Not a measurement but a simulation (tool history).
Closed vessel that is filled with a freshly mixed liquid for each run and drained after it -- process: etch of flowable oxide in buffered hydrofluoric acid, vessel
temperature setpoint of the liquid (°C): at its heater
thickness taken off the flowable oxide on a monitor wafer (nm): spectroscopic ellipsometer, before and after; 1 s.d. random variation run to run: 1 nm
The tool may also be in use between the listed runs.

run  hour  temperature setpoint of the liquid (°C)  parts of 40 % ammonium fluoride to one part of 49 % hydrofluoric acid (parts by volume)  time in the liquid (s)  thickness taken off the flowable oxide on a monitor wafer (nm)
  1     0                                       24                                                                                       11                      30                                                          77.355
  2   2.5                                       25                                                                                       11                      30                                                          83.007
  3   4.3                                       27                                                                                       10                      30                                                          100.74
  4   8.6                                       27                                                                                        7                      30                                                          141.01
  5  11.3                                     30.5                                                                                        7                      30                                                          170.22
     17.6  -- thermometer replaced
  6  17.6                                       30                                                                                        7                      30                                                          189.06
  7  20.2                                       30                                                                                        7                      30                                                          189.35
  8  25.8                                     29.5                                                                                        7                      30                                                          185.37
  9  33.5                                       29                                                                                        7                      30                                                          176.92

Run 10 is up next; what results do you expect?
 10  37.8                                     28.5                                                                                        7                      30                                                               ?

Run 10 came out at thickness taken off the flowable oxide on a monitor wafer (nm) 173.84.
